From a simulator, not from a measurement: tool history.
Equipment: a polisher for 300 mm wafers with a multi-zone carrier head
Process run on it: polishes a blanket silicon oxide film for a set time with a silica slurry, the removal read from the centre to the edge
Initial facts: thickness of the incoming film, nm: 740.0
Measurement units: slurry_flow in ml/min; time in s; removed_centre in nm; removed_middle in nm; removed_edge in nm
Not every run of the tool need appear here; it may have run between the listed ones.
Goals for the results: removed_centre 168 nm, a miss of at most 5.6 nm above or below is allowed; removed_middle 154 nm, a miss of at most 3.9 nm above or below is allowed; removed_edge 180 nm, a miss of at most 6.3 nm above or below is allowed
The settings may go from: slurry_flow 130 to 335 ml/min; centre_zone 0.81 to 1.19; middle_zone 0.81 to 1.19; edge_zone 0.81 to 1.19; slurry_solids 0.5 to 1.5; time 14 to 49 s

{"run": 1, "hour": 0.0, "slurry_flow": 215, "centre_zone": 1, "middle_zone": 1, "edge_zone": 1, "slurry_solids": 1, "time": 31, "removed_centre": 128.7, "removed_middle": 120.1, "removed_edge": 124.14}
{"run": 2, "hour": 6.8, "slurry_flow": 255, "centre_zone": 1, "middle_zone": 1, "edge_zone": 1, "slurry_solids": 1, "time": 31, "removed_centre": 129.49, "removed_middle": 125.54, "removed_edge": 128.5}
{"run": 3, "hour": 13.0, "slurry_flow": 255, "centre_zone": 0.95, "middle_zone": 1, "edge_zone": 1, "slurry_solids": 1, "time": 31, "removed_centre": 123.49, "removed_middle": 123.92, "removed_edge": 127.76}
{"run": 4, "hour": 20.6, "slurry_flow": 230, "centre_zone": 0.95, "middle_zone": 1, "edge_zone": 1, "slurry_solids": 1, "time": 31, "removed_centre": 122.49, "removed_middle": 122.85, "removed_edge": 126.38}
{"run": 5, "hour": 23.3, "slurry_flow": 240, "centre_zone": 0.96, "middle_zone": 0.99, "edge_zone": 1.03, "slurry_solids": 1.1, "time": 31, "removed_centre": 128.04, "removed_middle": 126.4, "removed_edge": 132.74}
{"run": 6, "hour": 24.5, "slurry_flow": 240, "centre_zone": 0.96, "middle_zone": 0.99, "edge_zone": 1.07, "slurry_solids": 1.1, "time": 31, "removed_centre": 127.38, "removed_middle": 126.95, "removed_edge": 136.4}
{"run": 7, "hour": 28.6, "slurry_flow": 250, "centre_zone": 0.98, "middle_zone": 0.98, "edge_zone": 1.09, "slurry_solids": 1.15, "time": 31, "removed_centre": 133.41, "removed_middle": 127.32, "removed_edge": 140.4}
{"run": 8, "hour": 34.5, "slurry_flow": 260, "centre_zone": 0.99, "middle_zone": 0.98, "edge_zone": 1.11, "slurry_solids": 1.2, "time": 31, "removed_centre": 139.09, "removed_middle": 131.24, "removed_edge": 143.77}
{"run": 9, "hour": 40.3, "slurry_flow": 260, "centre_zone": 0.99, "middle_zone": 0.97, "edge_zone": 1.12, "slurry_solids": 1.25, "time": 31, "removed_centre": 142.31, "removed_middle": 131.28, "removed_edge": 147.87}
{"run": 10, "hour": 44.9, "slurry_flow": 260, "centre_zone": 0.99, "middle_zone": 0.97, "edge_zone": 1.13, "slurry_solids": 1.3, "time": 31, "removed_centre": 146.02, "removed_middle": 133.7, "removed_edge": 149.33}
{"run": 11, "hour": 46.9, "slurry_flow": 265, "centre_zone": 0.98, "middle_zone": 0.97, "edge_zone": 1.14, "slurry_solids": 1.35, "time": 31, "removed_centre": 143.6, "removed_middle": 136.92, "removed_edge": 152.68}
{"run": 12, "hour": 52.4, "slurry_flow": 265, "centre_zone": 0.98, "middle_zone": 0.96, "edge_zone": 1.15, "slurry_solids": 1.4, "time": 32, "removed_centre": 149.63, "removed_middle": 142.35, "removed_edge": 161.71}

Exactly one of the 5 candidate moves below puts every result within its allowed miss. Which one?
{"run": "A", "hour": 57.9, "slurry_flow": 305, "centre_zone": 1.06, "middle_zone": 1.02, "edge_zone": 1.16, "slurry_solids": 1.35, "time": 33, "removed_centre": "?", "removed_middle": "?", "removed_edge": "?"}
{"run": "B", "hour": 57.9, "slurry_flow": 285, "centre_zone": 1.1, "middle_zone": 0.88, "edge_zone": 1.19, "slurry_solids": 1.35, "time": 35, "removed_centre": "?", "removed_middle": "?", "removed_edge": "?"}
{"run": "C", "hour": 57.9, "slurry_flow": 230, "centre_zone": 0.98, "middle_zone": 0.91, "edge_zone": 1.11, "slurry_solids": 1.45, "time": 36, "removed_centre": "?", "removed_middle": "?", "removed_edge": "?"}
{"run": "D", "hour": 57.9, "slurry_flow": 165, "centre_zone": 0.96, "middle_zone": 0.99, "edge_zone": 1.15, "slurry_solids": 1.3, "time": 37, "removed_centre": "?", "removed_middle": "?", "removed_edge": "?"}
{"run": "E", "hour": 57.9, "slurry_flow": 255, "centre_zone": 1.13, "middle_zone": 1.06, "edge_zone": 1.1, "slurry_solids": 1.45, "time": 32, "removed_centre": "?", "removed_middle": "?", "removed_edge": "?"}

move=A removed_centre=168.41 removed_middle=153.17 removed_edge=167.79
move=B removed_centre=183.93 removed_middle=143.63 removed_edge=179.74
move=C removed_centre=168.68 removed_middle=152.37 removed_edge=180.1
move=D removed_centre=155.39 removed_middle=153.9 removed_edge=174.99
move=E removed_centre=175.44 removed_middle=154.52 removed_edge=160.44
A: corrects the largest miss of the last run, while another result sits out of spec
B: takes the result that was furthest off past its target
C: meets every target
D: moves toward the targets from the last run without getting all of them in spec
E: takes the result that was furthest off past its target
C meets every target.

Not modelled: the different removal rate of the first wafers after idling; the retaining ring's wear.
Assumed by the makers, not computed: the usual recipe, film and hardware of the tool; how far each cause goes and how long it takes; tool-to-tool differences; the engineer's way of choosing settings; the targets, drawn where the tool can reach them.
